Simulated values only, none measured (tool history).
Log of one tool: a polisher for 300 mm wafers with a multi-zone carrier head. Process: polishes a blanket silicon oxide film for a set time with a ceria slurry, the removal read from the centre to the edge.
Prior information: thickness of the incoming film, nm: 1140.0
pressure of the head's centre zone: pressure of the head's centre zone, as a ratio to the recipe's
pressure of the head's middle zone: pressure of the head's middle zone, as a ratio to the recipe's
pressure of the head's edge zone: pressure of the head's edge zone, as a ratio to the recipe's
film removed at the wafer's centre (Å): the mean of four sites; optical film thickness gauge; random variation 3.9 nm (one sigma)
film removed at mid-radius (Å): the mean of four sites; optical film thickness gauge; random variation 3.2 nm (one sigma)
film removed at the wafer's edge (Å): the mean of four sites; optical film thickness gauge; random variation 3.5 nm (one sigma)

run,hour,flow of slurry (ml/min),pressure of the head's centre zone,pressure of the head's middle zone,pressure of the head's edge zone,polishing time (s),film removed at the wafer's centre (Å),film removed at mid-radius (Å),film removed at the wafer's edge (Å)
1,0.0,310,1.00,1.00,1.00,82,3663.2,3689.5,3693.9
2,8.2,330,1.04,0.99,1.02,85,3970.3,3795.0,3915.5
3,10.1,330,1.11,0.99,1.02,85,4290.9,3794.5,3926.3
4,18.5,345,1.13,0.98,1.03,87,4499.3,3883.4,4005.6
5,22.6,345,1.13,0.98,1.03,74,3766.8,3311.1,3461.3
6,27.7,345,1.13,0.98,1.03,65,3308.0,2891.1,3029.8

What does the tool deliver on the next run?
7,28.8,350,1.14,0.97,1.04,72,?,?,?

film removed at the wafer's centre (Å): 3774.0
film removed at mid-radius (Å): 3156.2
film removed at the wafer's edge (Å): 3381.5
